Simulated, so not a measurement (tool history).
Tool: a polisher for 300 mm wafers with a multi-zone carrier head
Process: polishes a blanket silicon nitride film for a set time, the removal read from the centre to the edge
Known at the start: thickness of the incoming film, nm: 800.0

run,day,flow of slurry (ml/min),pressure of the head's centre zone,pressure of the head's middle zone,pressure of the head's edge zone,polishing time (s),film removed at the wafer's centre (angstrom),film removed at mid-radius (angstrom),film removed at the wafer's edge (angstrom)
1,0,285,1,1,1,38,628.68,631.45,625.06
2,0.183,290,1.03,1.02,1.02,39,664.91,664.94,638.43
3,0.504,290,0.97,1.02,1.02,39,639.03,664.7,664.7
4,0.642,300,1,1.02,1.04,41,690.57,697.94,705.74
5,0.712,300,1,1.02,1.04,46,766.02,783.28,804.75
6,0.983,275,1,1.02,1.04,46,768.07,773.94,780.99
7,1.15,285,1.03,1.03,1.05,46,794.15,798.06,779.82
8,1.442,295,1.05,1.03,1.07,46,799.66,798.21,808.03

Forecast run 9:
9,1.771,325,1.15,1.1,1.02,48,?,?,?

film removed at the wafer's centre (angstrom): 923.18
film removed at mid-radius (angstrom): 887.14
film removed at the wafer's edge (angstrom): 809.49
